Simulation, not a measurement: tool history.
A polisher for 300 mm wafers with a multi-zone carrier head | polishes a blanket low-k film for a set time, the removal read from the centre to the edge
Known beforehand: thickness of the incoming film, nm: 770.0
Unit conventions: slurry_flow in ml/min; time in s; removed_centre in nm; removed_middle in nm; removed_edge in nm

Run 1, day 0.000: slurry_flow 190 ml/min, centre_zone 1.00, middle_zone 1.00, edge_zone 1.00, slurry_solids 1.00, time 35 s. Result: removed_centre 9.3768 nm, removed_middle 9.6428 nm, removed_edge 9.3373 nm.
Run 2, day 0.071: slurry_flow 190 ml/min, centre_zone 1.00, middle_zone 1.00, edge_zone 1.00, slurry_solids 1.00, time 39 s. Result: removed_centre 10.4820 nm, removed_middle 10.3480 nm, removed_edge 10.3600 nm.
Run 3, day 0.362: slurry_flow 190 ml/min, centre_zone 1.00, middle_zone 1.01, edge_zone 0.98, slurry_solids 0.95, time 38 s. Result: removed_centre 9.7887 nm, removed_middle 9.9904 nm, removed_edge 9.6154 nm.
Run 4, day 0.412: slurry_flow 225 ml/min, centre_zone 1.00, middle_zone 1.01, edge_zone 0.98, slurry_solids 0.95, time 38 s. Result: removed_centre 9.7841 nm, removed_middle 10.1720 nm, removed_edge 9.8285 nm.
Run 5, day 0.517: slurry_flow 220 ml/min, centre_zone 1.00, middle_zone 1.01, edge_zone 0.96, slurry_solids 0.90, time 38 s. Result: removed_centre 9.5335 nm, removed_middle 9.4752 nm, removed_edge 9.3376 nm.
Run 6, day 0.771: slurry_flow 220 ml/min, centre_zone 1.07, middle_zone 1.01, edge_zone 0.96, slurry_solids 0.90, time 38 s. Result: removed_centre 10.3090 nm, removed_middle 9.9751 nm, removed_edge 9.3119 nm.
Run 7, day 0.925: slurry_flow 220 ml/min, centre_zone 1.06, middle_zone 1.02, edge_zone 0.94, slurry_solids 0.85, time 38 s. Result: removed_centre 9.8359 nm, removed_middle 9.4968 nm, removed_edge 8.8117 nm.
Run 8, day 1.162: slurry_flow 180 ml/min, centre_zone 0.96, middle_zone 1.10, edge_zone 0.84, slurry_solids 0.60, time 38 s. Result: removed_centre 5.7620 nm, removed_middle 6.5665 nm, removed_edge 5.4374 nm.
Run 9, day 1.233: slurry_flow 190 ml/min, centre_zone 0.96, middle_zone 1.10, edge_zone 0.84, slurry_solids 0.60, time 38 s. Result: removed_centre 5.9262 nm, removed_middle 6.7277 nm, removed_edge 5.5566 nm.

Expected results for the next run?
Run 10, day 1.338: slurry_flow 200 ml/min, centre_zone 0.96, middle_zone 1.10, edge_zone 0.84, slurry_solids 0.60, time 38 s. Result: removed_centre ?, removed_middle ?, removed_edge ?.

{"run 10": {"removed_centre": 5.8476, "removed_middle": 6.7312, "removed_edge": 5.552}}
